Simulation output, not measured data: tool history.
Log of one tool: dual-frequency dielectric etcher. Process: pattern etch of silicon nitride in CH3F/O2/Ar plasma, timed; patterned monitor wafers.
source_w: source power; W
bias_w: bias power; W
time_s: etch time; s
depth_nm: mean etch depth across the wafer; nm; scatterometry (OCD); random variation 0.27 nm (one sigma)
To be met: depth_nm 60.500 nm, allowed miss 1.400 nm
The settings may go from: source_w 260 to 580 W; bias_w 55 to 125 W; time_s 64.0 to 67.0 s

run,hour,source_w,bias_w,time_s,depth_nm
1,0.0,420,90,64.0,55.509
2,2.8,370,90,64.0,53.604
3,6.5,310,90,64.0,50.332
4,11.7,360,93,64.0,53.698
5,13.2,390,95,64.0,55.877
# hour 14.5: source power generator calibrated
6,14.5,410,96,64.0,55.780
7,16.8,430,99,64.0,58.067
8,21.9,440,100,64.0,59.230

4 next moves are on the table. One of them brings every result within its allowed miss. Which?
A,27.0,400,100,65.0,?
B,27.0,420,88,67.0,?
C,27.0,440,98,67.0,?
D,27.0,420,93,65.5,?

move,depth_nm
A,57.764
B,56.340
C,60.792
D,56.825
A: further off than the last run
B: further off than the last run
C: meets every target
D: further off than the last run
Answer: C

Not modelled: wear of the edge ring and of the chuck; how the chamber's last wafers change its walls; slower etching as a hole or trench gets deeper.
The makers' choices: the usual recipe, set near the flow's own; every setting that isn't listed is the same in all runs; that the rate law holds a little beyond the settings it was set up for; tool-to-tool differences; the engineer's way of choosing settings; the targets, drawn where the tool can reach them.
